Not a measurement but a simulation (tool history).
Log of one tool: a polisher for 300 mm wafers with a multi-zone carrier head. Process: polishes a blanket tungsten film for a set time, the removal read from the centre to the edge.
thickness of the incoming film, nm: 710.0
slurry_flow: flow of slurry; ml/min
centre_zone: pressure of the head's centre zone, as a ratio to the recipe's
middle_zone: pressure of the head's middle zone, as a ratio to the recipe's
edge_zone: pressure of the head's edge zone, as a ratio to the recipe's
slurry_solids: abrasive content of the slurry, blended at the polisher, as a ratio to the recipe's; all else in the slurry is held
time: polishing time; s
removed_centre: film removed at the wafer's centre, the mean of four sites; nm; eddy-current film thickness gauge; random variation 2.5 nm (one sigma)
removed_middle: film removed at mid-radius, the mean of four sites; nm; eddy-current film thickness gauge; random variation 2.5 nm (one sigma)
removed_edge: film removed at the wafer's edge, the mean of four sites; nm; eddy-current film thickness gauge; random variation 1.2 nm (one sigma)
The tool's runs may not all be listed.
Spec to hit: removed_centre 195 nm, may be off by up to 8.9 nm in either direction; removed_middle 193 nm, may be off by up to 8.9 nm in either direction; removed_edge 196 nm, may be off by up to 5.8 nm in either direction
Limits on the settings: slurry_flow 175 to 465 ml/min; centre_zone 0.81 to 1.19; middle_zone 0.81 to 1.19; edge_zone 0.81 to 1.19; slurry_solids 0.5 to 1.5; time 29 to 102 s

run,hour,slurry_flow,centre_zone,middle_zone,edge_zone,slurry_solids,time,removed_centre,removed_middle,removed_edge
1,0,295,1,1,1,1,65,277.52,248.21,249.24
2,5.7,295,0.98,0.99,0.99,0.95,64,257.52,239.31,241.01
3,9.3,295,0.97,0.98,0.98,0.9,64,251.93,228.43,236.55
4,16.4,325,0.97,0.98,0.98,0.9,64,252.89,233.21,235.07
5,21.6,325,0.97,0.98,1.06,0.9,64,258.71,229.86,245.8
6,22.4,325,0.96,0.98,1.04,0.85,64,249.76,229.74,237.95
7,23.2,325,0.95,0.97,1.03,0.8,64,243.64,222.87,236.03
8,31.7,325,0.94,0.97,1.02,0.75,63,234.63,218.42,228.03
9,37.2,325,0.93,0.97,1.01,0.7,63,220.74,214.24,218.19
10,41.8,305,0.88,0.88,0.91,0.65,63,207.89,192.46,207.34
# hour 48.5: centre zone pressure recalibrated
11,48.5,290,0.84,0.92,0.84,0.55,63,177.19,189.66,188.38
12,49.1,295,0.85,0.92,0.84,0.55,63,178.89,187.2,188.12
13,51.2,295,0.86,0.92,0.85,0.55,63,179.06,191.52,192.19

Pick the move, out of 5, that brings all results within their allowed miss; only one does.
A,53.3,310,0.89,0.9,0.83,0.7,61,?,?,?
B,53.3,345,1.06,0.99,0.81,1.4,46,?,?,?
C,53.3,240,0.83,0.93,0.98,0.55,61,?,?,?
D,53.3,265,0.82,0.99,0.82,0.5,68,?,?,?
E,53.3,275,0.81,0.92,0.95,0.5,65,?,?,?

move,removed_centre,removed_middle,removed_edge
A,188.27,194.44,196.22
B,202.79,191.81,179.93
C,159.7,178.95,190.13
D,173.56,204.23,193.54
E,165,187,196.68
A: meets every target
B: puts the biggest miss on target and leaves a different result outside tolerance
C: further off than the last run
D: further off than the last run
E: further off than the last run
Answer: A
